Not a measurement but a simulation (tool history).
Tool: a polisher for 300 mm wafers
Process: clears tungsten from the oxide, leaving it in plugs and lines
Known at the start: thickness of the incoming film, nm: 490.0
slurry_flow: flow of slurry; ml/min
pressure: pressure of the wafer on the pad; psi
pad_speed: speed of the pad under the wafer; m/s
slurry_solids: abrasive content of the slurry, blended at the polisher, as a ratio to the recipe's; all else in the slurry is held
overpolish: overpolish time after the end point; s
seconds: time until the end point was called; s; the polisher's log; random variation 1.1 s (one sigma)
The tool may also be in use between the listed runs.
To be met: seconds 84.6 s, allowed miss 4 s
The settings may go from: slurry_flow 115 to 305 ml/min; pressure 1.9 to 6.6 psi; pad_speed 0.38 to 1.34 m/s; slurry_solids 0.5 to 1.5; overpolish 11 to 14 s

run,hour,slurry_flow,pressure,pad_speed,slurry_solids,overpolish,seconds
1,0,195,4.2,0.86,1,14,104.43
2,2.1,195,4.3,0.86,1,14,101.37
3,8.7,195,4.3,0.78,1,14,111.77
4,15.7,195,4.3,0.96,1,14,92.591
5,22.3,195,3.9,0.96,1,14,99.469
6,24.1,195,4,0.96,1,14,98.935
7,28.1,195,4.1,0.96,1,14,97.885
8,30.2,195,4.2,0.96,1,14,94.245

4 next moves are on the table. One of them brings every result within its allowed miss. Which?
A,32.3,225,3.7,1.12,0.9,14,?
B,32.3,150,5.3,0.98,0.95,14,?
C,32.3,150,4.7,0.98,1.2,11,?
D,32.3,120,4.8,0.82,1.1,11,?

move,seconds
A,90.97
B,75.378
C,81.724
D,97.87
A: nearer than the last run, and not there yet
B: takes the result that was furthest off past its target
C: meets every target
D: further off than the last run
Answer: C
